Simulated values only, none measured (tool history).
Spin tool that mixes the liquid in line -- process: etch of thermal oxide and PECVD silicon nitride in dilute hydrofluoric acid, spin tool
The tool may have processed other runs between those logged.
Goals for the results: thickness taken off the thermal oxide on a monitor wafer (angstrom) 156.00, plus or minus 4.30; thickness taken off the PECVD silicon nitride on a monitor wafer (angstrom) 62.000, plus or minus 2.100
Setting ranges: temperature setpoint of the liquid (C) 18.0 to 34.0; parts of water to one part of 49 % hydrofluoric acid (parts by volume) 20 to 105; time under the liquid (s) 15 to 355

| run | hour | temperature setpoint of the liquid (C) | parts of water to one part of 49 % hydrofluoric acid (parts by volume) | time under the liquid (s) | thickness taken off the thermal oxide on a monitor wafer (angstrom) | thickness taken off the PECVD silicon nitride on a monitor wafer (angstrom) |
|---|---|---|---|---|---|---|
| 1 | 0.0 | 26.0 | 55 | 180 | 174.58 | 72.105 |
| 2 | 1.7 | 26.0 | 65 | 180 | 144.72 | 61.645 |
| 3 | 8.2 | 26.0 | 80 | 180 | 115.95 | 49.128 |
| 4 | 13.9 | 26.0 | 75 | 180 | 123.63 | 53.430 |
| 5 | 21.2 | 26.0 | 75 | 235 | 163.47 | 70.782 |
| 6 | 27.9 | 26.0 | 75 | 280 | 192.57 | 82.671 |
| 7 | 30.8 | 25.5 | 75 | 280 | 188.59 | 79.098 |
| 8 | 37.6 | 25.0 | 75 | 280 | 187.49 | 77.635 |
| 9 | 42.0 | 24.0 | 80 | 280 | 166.87 | 69.448 |
| 10 | 43.0 | 23.5 | 80 | 280 | 160.56 | 65.645 |
| 11 | 47.5 | 23.5 | 80 | 280 | 162.50 | 66.546 |

Which single option among these 4 for the next run brings every result within its allowed miss of target? Just one does.
| A | 52.0 | 20.0 | 75 | 315 | ? | ? |
| B | 52.0 | 19.5 | 70 | 305 | ? | ? |
| C | 52.0 | 23.0 | 70 | 235 | ? | ? |
| D | 52.0 | 20.5 | 80 | 320 | ? | ? |

| move | thickness taken off the thermal oxide on a monitor wafer (angstrom) | thickness taken off the PECVD silicon nitride on a monitor wafer (angstrom) |
|---|---|---|
| A | 169.66 | 62.516 |
| B | 173.36 | 62.549 |
| C | 154.43 | 61.195 |
| D | 164.02 | 61.709 |
A: brings the last run's worst result on target, with another outside its allowed miss
B: brings the last run's worst result on target, with another outside its allowed miss
C: all results land within tolerance of their targets
D: brings the last run's worst result on target, with another outside its allowed miss
Go with C: it meets all targets.

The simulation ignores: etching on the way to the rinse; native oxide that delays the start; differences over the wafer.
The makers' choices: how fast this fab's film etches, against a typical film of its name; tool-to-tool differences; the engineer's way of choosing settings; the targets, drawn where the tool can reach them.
